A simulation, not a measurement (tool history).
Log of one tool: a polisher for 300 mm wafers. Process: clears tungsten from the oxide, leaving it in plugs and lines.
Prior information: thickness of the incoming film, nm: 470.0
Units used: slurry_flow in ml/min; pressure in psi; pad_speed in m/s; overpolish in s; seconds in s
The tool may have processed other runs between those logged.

{"run": 1, "hour": 0.0, "slurry_flow": 240, "pressure": 3.7, "pad_speed": 1.22, "slurry_solids": 1.0, "overpolish": 6, "seconds": 90.078}
{"run": 2, "hour": 4.3, "slurry_flow": 240, "pressure": 3.9, "pad_speed": 1.22, "slurry_solids": 1.0, "overpolish": 6, "seconds": 85.614}
{"run": 3, "hour": 8.1, "slurry_flow": 300, "pressure": 3.9, "pad_speed": 1.22, "slurry_solids": 1.0, "overpolish": 6, "seconds": 81.661}
{"run": 4, "hour": 16.1, "slurry_flow": 300, "pressure": 3.9, "pad_speed": 1.22, "slurry_solids": 1.0, "overpolish": 4, "seconds": 83.926}
{"run": 5, "hour": 21.1, "slurry_flow": 300, "pressure": 4.1, "pad_speed": 1.22, "slurry_solids": 1.0, "overpolish": 4, "seconds": 78.116}
{"run": 6, "hour": 24.1, "slurry_flow": 325, "pressure": 4.1, "pad_speed": 1.22, "slurry_solids": 1.0, "overpolish": 4, "seconds": 78.567}
{"run": 7, "hour": 31.3, "slurry_flow": 325, "pressure": 4.3, "pad_speed": 1.22, "slurry_solids": 1.0, "overpolish": 4, "seconds": 75.408}
{"run": 8, "hour": 37.0, "slurry_flow": 325, "pressure": 4.5, "pad_speed": 1.22, "slurry_solids": 1.0, "overpolish": 4, "seconds": 71.711}
{"run": 9, "hour": 38.4, "slurry_flow": 325, "pressure": 4.6, "pad_speed": 1.22, "slurry_solids": 1.0, "overpolish": 4, "seconds": 71.642}
{"run": 10, "hour": 44.2, "slurry_flow": 325, "pressure": 4.7, "pad_speed": 1.24, "slurry_solids": 1.0, "overpolish": 4, "seconds": 69.304}

For run 11, what comes out?
{"run": 11, "hour": 47.0, "slurry_flow": 325, "pressure": 4.8, "pad_speed": 1.26, "slurry_solids": 1.0, "overpolish": 4, "seconds": "?"}

Run 11 measured seconds 64.385 s.
